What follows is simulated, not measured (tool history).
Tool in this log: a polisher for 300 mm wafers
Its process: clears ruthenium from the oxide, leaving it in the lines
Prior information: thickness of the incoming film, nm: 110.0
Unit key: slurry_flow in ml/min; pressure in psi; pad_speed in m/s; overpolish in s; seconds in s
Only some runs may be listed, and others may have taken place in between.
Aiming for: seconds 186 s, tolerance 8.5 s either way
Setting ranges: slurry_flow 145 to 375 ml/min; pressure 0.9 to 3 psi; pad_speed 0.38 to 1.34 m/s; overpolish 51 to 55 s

run,hour,slurry_flow,pressure,pad_speed,overpolish,seconds
1,0,240,1.9,0.86,51,130.01
2,9,280,1.9,0.86,51,128.87
3,17.9,305,1.9,0.86,51,123.81
4,25.2,300,1.8,0.86,51,127.6
5,28.5,250,1.8,0.86,51,130.13
6,30.1,250,1.8,0.86,51,131.24
7,32.6,250,1.7,0.86,51,139.65
8,40.1,250,1.1,0.84,51,174.25

Exercise: of the 4 proposed moves below, exactly one satisfies all targets within the stated allowed misses. Which move is it?
A,47.6,245,1,0.92,55,?
B,47.6,270,1.1,0.68,53,?
C,47.6,320,1.2,0.74,55,?
D,47.6,295,1.4,0.8,51,?

move,seconds
A,167.51
B,212.57
C,184.89
D,159.81
A: misses by more than the last run did
B: takes the biggest miss from the last run beyond its target
C: meets every target
D: misses by more than the last run did
The move that meets every target is C.
